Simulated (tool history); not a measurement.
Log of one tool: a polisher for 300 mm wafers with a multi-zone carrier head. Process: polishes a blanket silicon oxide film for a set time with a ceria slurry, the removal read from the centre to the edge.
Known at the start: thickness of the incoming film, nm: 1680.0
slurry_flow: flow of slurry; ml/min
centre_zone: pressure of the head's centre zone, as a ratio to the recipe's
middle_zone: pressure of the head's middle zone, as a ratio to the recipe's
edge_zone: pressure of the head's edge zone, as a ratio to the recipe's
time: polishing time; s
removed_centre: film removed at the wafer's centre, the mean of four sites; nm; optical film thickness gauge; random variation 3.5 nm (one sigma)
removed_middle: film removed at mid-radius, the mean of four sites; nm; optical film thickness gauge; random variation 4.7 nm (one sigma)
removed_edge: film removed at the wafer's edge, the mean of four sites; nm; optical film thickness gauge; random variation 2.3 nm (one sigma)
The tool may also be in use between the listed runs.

Run 1, hour 0: slurry_flow 185 ml/min, centre_zone 1, middle_zone 1, edge_zone 1, time 44 s. Result: removed_centre 289.33 nm, removed_middle 272.03 nm, removed_edge 284.08 nm.
Run 2, hour 4.5: slurry_flow 185 ml/min, centre_zone 1, middle_zone 1, edge_zone 1.07, time 44 s. Result: removed_centre 285.46 nm, removed_middle 281.35 nm, removed_edge 291.21 nm.
Run 3, hour 11.7: slurry_flow 185 ml/min, centre_zone 1, middle_zone 1, edge_zone 1.07, time 39 s. Result: removed_centre 255.36 nm, removed_middle 246.2 nm, removed_edge 257.81 nm.
Run 4, hour 18.2: slurry_flow 185 ml/min, centre_zone 1, middle_zone 1, edge_zone 1.07, time 48 s. Result: removed_centre 307.13 nm, removed_middle 301.45 nm, removed_edge 314.24 nm.
Run 5, hour 26: slurry_flow 185 ml/min, centre_zone 1, middle_zone 1.07, edge_zone 1.07, time 48 s. Result: removed_centre 317.34 nm, removed_middle 324.01 nm, removed_edge 313.02 nm.
Run 6, hour 28.7: slurry_flow 225 ml/min, centre_zone 1, middle_zone 1.07, edge_zone 1.07, time 48 s. Result: removed_centre 320.69 nm, removed_middle 326.16 nm, removed_edge 325.69 nm.

Run 7 comes next. What will it give?
Run 7, hour 31.8: slurry_flow 230 ml/min, centre_zone 1.01, middle_zone 1.07, edge_zone 1.07, time 48 s. Result: removed_centre ?, removed_middle ?, removed_edge ?.

removed_centre: 325.1 nm
removed_middle: 329.87 nm
removed_edge: 328.21 nm
